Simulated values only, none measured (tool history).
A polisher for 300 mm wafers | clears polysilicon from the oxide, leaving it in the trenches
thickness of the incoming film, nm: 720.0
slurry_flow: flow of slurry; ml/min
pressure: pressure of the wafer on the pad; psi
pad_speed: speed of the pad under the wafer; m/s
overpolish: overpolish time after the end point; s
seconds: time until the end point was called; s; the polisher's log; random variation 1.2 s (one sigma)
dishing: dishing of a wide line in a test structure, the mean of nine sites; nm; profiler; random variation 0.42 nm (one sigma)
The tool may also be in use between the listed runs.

run 1 hour=0 | slurry_flow=265 pressure=2 pad_speed=0.84 overpolish=19 | seconds=104.09 dishing=40.022
run 2 hour=3.1 | slurry_flow=265 pressure=1.7 pad_speed=0.84 overpolish=19 | seconds=121.78 dishing=39.17
run 3 hour=11.8 | slurry_flow=265 pressure=1.9 pad_speed=0.84 overpolish=16 | seconds=106.36 dishing=38.555
run 4 hour=15.9 | slurry_flow=290 pressure=1.9 pad_speed=0.84 overpolish=16 | seconds=108.91 dishing=38.964
run 5 hour=24.5 | slurry_flow=290 pressure=1.9 pad_speed=0.84 overpolish=10 | seconds=111.07 dishing=33.764
run 6 hour=27.3 | slurry_flow=290 pressure=1.9 pad_speed=0.68 overpolish=10 | seconds=133.72 dishing=30.993

Forecast run 7:
run 7 hour=29.2 | slurry_flow=290 pressure=2.1 pad_speed=0.7 overpolish=11 | seconds=? dishing=?

Run 7 gave seconds 117.42 s, dishing 33.898 nm.
